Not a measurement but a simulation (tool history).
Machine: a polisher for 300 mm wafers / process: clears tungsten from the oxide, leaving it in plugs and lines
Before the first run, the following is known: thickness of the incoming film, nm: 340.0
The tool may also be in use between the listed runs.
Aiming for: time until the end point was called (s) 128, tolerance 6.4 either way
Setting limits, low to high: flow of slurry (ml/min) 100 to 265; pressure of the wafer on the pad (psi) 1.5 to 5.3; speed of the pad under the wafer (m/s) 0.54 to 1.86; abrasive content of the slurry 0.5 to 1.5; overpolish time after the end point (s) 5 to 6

run	hour	flow of slurry (ml/min)	pressure of the wafer on the pad (psi)	speed of the pad under the wafer (m/s)	abrasive content of the slurry	overpolish time after the end point (s)	time until the end point was called (s)
1	0	170	3.4	1.18	1	6	64.769
2	2.8	170	4	1.18	1	6	54.57
3	9.6	170	4	1.18	1	5	56.486
4	17.3	170	3.5	1.14	1	5	66.896
5	25.7	170	3.1	1.12	1	5	75.749
6	29.9	170	2.8	1.1	1	5	85.668
7	33	170	2.6	1.1	1	5	90.1
8	39.4	170	2.4	1.1	1	5	99.461
9	40.5	170	2.3	1.1	1	5	99.438
10	42.1	170	2.2	1.1	1	5	105.65
11	45.4	170	2.1	1.1	1	5	108.8
12	49.8	170	1.5	1.08	1	5	154.67
13	52.8	170	1.6	1.08	1	5	145.02
14	53.8	170	1.7	1.08	1	5	135.8

Pick the move, out of 4, that brings all results within their allowed miss; only one does.
A	54.8	135	1.7	1.06	1	5	?
B	54.8	190	2	0.86	1	6	?
C	54.8	100	1.5	1.44	1.25	5	?
D	54.8	165	1.6	1.08	1.1	5	?

move	time until the end point was called (s)
A	145.98
B	143.76
C	125.65
D	142.91
A: moves away from the targets compared with the last run
B: moves away from the targets compared with the last run
C: meets every target
D: moves away from the targets compared with the last run
C meets every target.
